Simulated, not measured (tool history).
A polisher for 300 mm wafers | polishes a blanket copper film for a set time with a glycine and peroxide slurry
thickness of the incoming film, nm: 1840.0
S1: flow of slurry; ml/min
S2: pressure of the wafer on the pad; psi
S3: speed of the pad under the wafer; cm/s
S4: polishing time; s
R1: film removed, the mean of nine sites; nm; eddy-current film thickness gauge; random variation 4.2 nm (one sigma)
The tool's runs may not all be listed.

Run 1, day 0.000: S1 180 ml/min, S2 2.8 psi, S3 88 cm/s, S4 95 s. Result: R1 424.84 nm.
Run 2, day 0.079: S1 180 ml/min, S2 2.8 psi, S3 80 cm/s, S4 95 s. Result: R1 387.06 nm.
Run 3, day 0.354: S1 180 ml/min, S2 3.2 psi, S3 80 cm/s, S4 95 s. Result: R1 438.02 nm.
Run 4, day 0.504: S1 180 ml/min, S2 2.9 psi, S3 80 cm/s, S4 95 s. Result: R1 403.99 nm.
Run 5, day 0.862: S1 180 ml/min, S2 2.5 psi, S3 80 cm/s, S4 95 s. Result: R1 363.80 nm.
Run 6, day 0.983: S1 180 ml/min, S2 2.5 psi, S3 80 cm/s, S4 95 s. Result: R1 354.25 nm.
Run 7, day 1.300: S1 180 ml/min, S2 2.4 psi, S3 80 cm/s, S4 95 s. Result: R1 352.66 nm.

The next listed run, before its measurement:
Run 8, day 1.571: S1 180 ml/min, S2 2.3 psi, S3 80 cm/s, S4 95 s. Result: R1 ?.

Run 8 gave R1 334.56 nm.
